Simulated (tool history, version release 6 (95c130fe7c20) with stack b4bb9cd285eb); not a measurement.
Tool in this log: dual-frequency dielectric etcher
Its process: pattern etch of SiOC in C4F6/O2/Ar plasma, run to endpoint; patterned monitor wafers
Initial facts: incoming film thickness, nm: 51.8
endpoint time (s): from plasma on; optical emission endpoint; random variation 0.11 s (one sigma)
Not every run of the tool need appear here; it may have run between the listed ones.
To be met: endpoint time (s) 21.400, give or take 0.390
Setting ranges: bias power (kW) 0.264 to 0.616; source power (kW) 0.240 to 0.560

run  hour  bias power (kW)  source power (kW)  endpoint time (s)
  1   0.0            0.440              0.400             19.160
  2   2.6            0.440              0.360             19.992
  3  11.6            0.440              0.410             18.819
  4  18.2            0.440              0.470             17.830
  5  26.8            0.440              0.510             17.175
  6  32.5            0.511              0.510             16.218
  7  34.3            0.454              0.480             17.386
  8  41.8            0.411              0.460             18.389
  9  47.2            0.378              0.450             18.967
 10  55.0            0.353              0.440             20.002

Next run, 5 choices. One meets every target within its allowed miss, the rest don't. Which?
  A  62.8            0.366              0.470                  ?
  B  62.8            0.393              0.500                  ?
  C  62.8            0.344              0.370                  ?
  D  62.8            0.266              0.400                  ?
  E  62.8            0.313              0.440                  ?

move  endpoint time (s)
   A             19.024
   B             18.071
   C             21.611
   D             22.749
   E             20.653
A: moves away from the targets compared with the last run
B: moves away from the targets compared with the last run
C: each result inside its tolerance
D: moves the result that the last run missed by most past its target, out the other side
E: an improvement on the last run, though not all results are within tolerance
Correct choice: C, which meets every target

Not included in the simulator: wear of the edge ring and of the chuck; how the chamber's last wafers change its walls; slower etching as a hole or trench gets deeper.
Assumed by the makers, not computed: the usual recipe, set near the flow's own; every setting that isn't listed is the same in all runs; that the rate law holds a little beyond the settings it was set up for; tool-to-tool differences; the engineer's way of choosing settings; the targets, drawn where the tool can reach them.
